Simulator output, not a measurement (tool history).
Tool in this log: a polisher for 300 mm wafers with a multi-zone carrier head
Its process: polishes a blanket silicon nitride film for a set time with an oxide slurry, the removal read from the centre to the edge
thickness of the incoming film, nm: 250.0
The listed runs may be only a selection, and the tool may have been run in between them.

run	hour	flow of slurry (ml/min)	pressure of the head's centre zone	pressure of the head's middle zone	pressure of the head's edge zone	abrasive content of the slurry	polishing time (s)	film removed at the wafer's centre (angstrom)	film removed at mid-radius (angstrom)	film removed at the wafer's edge (angstrom)
1	0	250	1	1	1	1	36	227.78	221.54	220.61
2	8	285	1	1	1	1	36	230.47	227.76	222.34
3	11.3	285	1	1	1	1	41	252.91	256.11	256.57
4	19.6	290	0.98	1	0.97	0.9	38	221.21	225.29	222.24
5	25.8	295	0.98	1.02	0.95	0.8	36	197.65	202.01	193.98
6	28.2	295	0.98	1.03	0.93	0.75	35	182.42	187.38	178.07

Run 7 comes next. What will it give?
7	35.8	285	0.98	1.04	0.9	0.7	35	?	?	?

Logged for run 7: film removed at the wafer's centre (angstrom) 174.74, film removed at mid-radius (angstrom) 178.72, film removed at the wafer's edge (angstrom) 164.74.
